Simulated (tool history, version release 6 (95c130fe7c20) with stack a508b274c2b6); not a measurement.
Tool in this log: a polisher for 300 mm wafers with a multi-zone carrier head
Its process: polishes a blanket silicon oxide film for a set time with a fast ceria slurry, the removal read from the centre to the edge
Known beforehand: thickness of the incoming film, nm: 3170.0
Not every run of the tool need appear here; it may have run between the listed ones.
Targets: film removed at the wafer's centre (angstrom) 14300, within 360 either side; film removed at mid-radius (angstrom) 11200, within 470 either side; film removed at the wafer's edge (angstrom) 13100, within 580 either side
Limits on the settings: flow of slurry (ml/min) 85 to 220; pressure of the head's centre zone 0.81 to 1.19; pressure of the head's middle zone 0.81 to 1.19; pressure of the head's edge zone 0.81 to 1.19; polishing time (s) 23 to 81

run,hour,flow of slurry (ml/min),pressure of the head's centre zone,pressure of the head's middle zone,pressure of the head's edge zone,polishing time (s),film removed at the wafer's centre (angstrom),film removed at mid-radius (angstrom),film removed at the wafer's edge (angstrom)
1,0.0,140,1.00,1.00,1.00,52,11181,11308,11321
2,2.5,145,1.01,0.99,1.01,52,11484,11136,11247
3,5.0,150,1.02,0.98,1.03,53,11823,11457,12015
4,12.0,155,1.03,0.97,1.03,53,11983,11406,11655
5,19.4,155,1.04,0.96,1.05,53,12310,11347,11850
6,26.6,160,1.05,0.95,1.07,53,12282,11095,12091
7,35.6,165,1.06,0.94,1.08,53,12584,11142,12263
8,39.2,205,1.12,0.85,1.12,53,13736,10639,12621

Pick the move, out of 5, that brings all results within their allowed miss; only one does.
A,42.8,220,1.11,0.86,1.13,55,?,?,?
B,42.8,190,1.10,0.98,1.09,51,?,?,?
C,42.8,220,1.02,0.95,1.08,53,?,?,?
D,42.8,190,1.15,0.92,1.19,49,?,?,?
E,42.8,165,1.19,0.98,1.00,52,?,?,?

move,film removed at the wafer's centre (angstrom),film removed at mid-radius (angstrom),film removed at the wafer's edge (angstrom)
A,14328,11539,13457
B,12865,11678,12082
C,12688,12083,12715
D,12921,10638,12049
E,13818,11619,11699
A: hits every target within its allowed miss
B: moves away from the targets compared with the last run
C: moves away from the targets compared with the last run
D: moves away from the targets compared with the last run
E: moves away from the targets compared with the last run
Move A is the one to make.
